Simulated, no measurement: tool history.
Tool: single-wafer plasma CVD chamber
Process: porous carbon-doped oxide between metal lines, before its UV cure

| run | day | heater temperature setpoint (°C) | RF power (kW) | deposition time (s) | mean film thickness on the monitor wafer (Å) |
|---|---|---|---|---|---|
| 1 | 0 | 320 | 0.53 | 25.1 | 1235.5 |
| 2 | 0.367 | 311 | 0.53 | 25.1 | 1282.4 |
| 3 | 0.392 | 315 | 0.525 | 25.1 | 1246.1 |
| 4 | 0.525 | 318 | 0.52 | 25.1 | 1220.2 |
| 5 | 0.575 | 320 | 0.52 | 25.1 | 1214.4 |
| 6 | 0.7 | 320 | 0.52 | 25.9 | 1250.2 |
| 7 | 0.883 | 323 | 0.515 | 25.9 | 1219.8 |
| 8 | 0.962 | 325 | 0.515 | 25.9 | 1209.3 |
| 9 | 1.15 | 326 | 0.515 | 25.9 | 1207 |
| 10 | 1.179 | 327 | 0.515 | 25.9 | 1201.1 |
| 11 | 1.258 | 328 | 0.515 | 25.9 | 1191.1 |

The next listed run, before its measurement:
| 12 | 1.525 | 329 | 0.515 | 25.9 | ? |

{"run 12": {"mean film thickness on the monitor wafer (Å)": 1192.9}}
